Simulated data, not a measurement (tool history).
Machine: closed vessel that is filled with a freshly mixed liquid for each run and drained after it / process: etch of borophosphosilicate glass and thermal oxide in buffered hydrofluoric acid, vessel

run,hour,temperature setpoint of the liquid (C),parts of 40 % ammonium fluoride to one part of 49 % hydrofluoric acid (parts by volume),time in the liquid (s),thickness taken off the borophosphosilicate glass on a monitor wafer (nm),thickness taken off the thermal oxide on a monitor wafer (nm)
1,0,21,20.5,60,73.728,34.925
2,2.6,21,20.5,40,49.799,23.164
3,4.2,23,17,45,73.363,34.796
4,7.3,24.5,14.5,45,93.182,44.588
5,9.1,23,14.5,45,85.215,40.862
6,11.1,25,14.5,45,96.666,45.902
7,15,26,13,45,112.94,53.448

The next listed run, before its measurement:
8,22.2,27,12,45,?,?

Run 8 gave thickness taken off the borophosphosilicate glass on a monitor wafer (nm) 129.22, thickness taken off the thermal oxide on a monitor wafer (nm) 60.892.
